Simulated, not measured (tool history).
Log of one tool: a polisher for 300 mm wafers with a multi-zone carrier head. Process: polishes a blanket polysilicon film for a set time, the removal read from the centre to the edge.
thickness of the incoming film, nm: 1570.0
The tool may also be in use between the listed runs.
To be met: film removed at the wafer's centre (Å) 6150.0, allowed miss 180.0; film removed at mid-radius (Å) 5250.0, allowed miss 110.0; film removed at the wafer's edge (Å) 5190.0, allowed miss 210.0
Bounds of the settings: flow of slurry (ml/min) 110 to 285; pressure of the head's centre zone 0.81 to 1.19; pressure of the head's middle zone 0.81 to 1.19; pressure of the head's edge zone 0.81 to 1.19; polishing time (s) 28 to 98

run	hour	flow of slurry (ml/min)	pressure of the head's centre zone	pressure of the head's middle zone	pressure of the head's edge zone	polishing time (s)	film removed at the wafer's centre (Å)	film removed at mid-radius (Å)	film removed at the wafer's edge (Å)
1	0.0	180	1.00	1.00	1.00	63	5057.3	4646.2	4610.0
2	1.3	155	1.00	1.00	1.00	63	4892.0	4489.5	4511.2
3	6.5	155	0.93	1.00	1.00	63	4548.7	4508.9	4512.9
4	11.5	155	0.89	1.00	1.00	63	4355.1	4459.6	4481.2
5	12.5	155	0.89	1.00	1.04	63	4311.1	4506.7	4587.9
6	14.5	155	0.95	1.00	1.04	63	4605.8	4512.3	4687.5
7	19.5	205	1.05	1.07	1.00	64	5483.6	5104.6	4804.7
8	25.6	215	1.06	1.06	1.01	64	5655.3	5093.1	4718.0
9	31.4	215	1.07	1.06	1.04	65	5662.9	5132.7	4928.0
10	34.6	220	1.08	1.06	1.05	65	5774.1	5209.2	4978.2
11	38.6	225	1.09	1.05	1.06	65	5924.0	5108.4	4973.6

Which of these 4 next moves meets every target?
A	42.6	235	1.09	0.94	1.12	73	?	?	?
B	42.6	270	1.08	0.86	1.01	73	?	?	?
C	42.6	245	1.06	1.08	1.06	63	?	?	?
D	42.6	170	1.11	1.04	1.07	70	?	?	?

move	film removed at the wafer's centre (Å)	film removed at mid-radius (Å)	film removed at the wafer's edge (Å)
A	6644.1	5290.8	5698.2
B	6701.5	4997.7	5575.5
C	5614.0	5162.8	4834.4
D	6138.2	5253.0	5174.0
A: brings the result that was furthest off to its target, and leaves another outside
B: further off than the last run
C: brings the result that was furthest off to its target, and leaves another outside
D: meets every target
The right move is D.
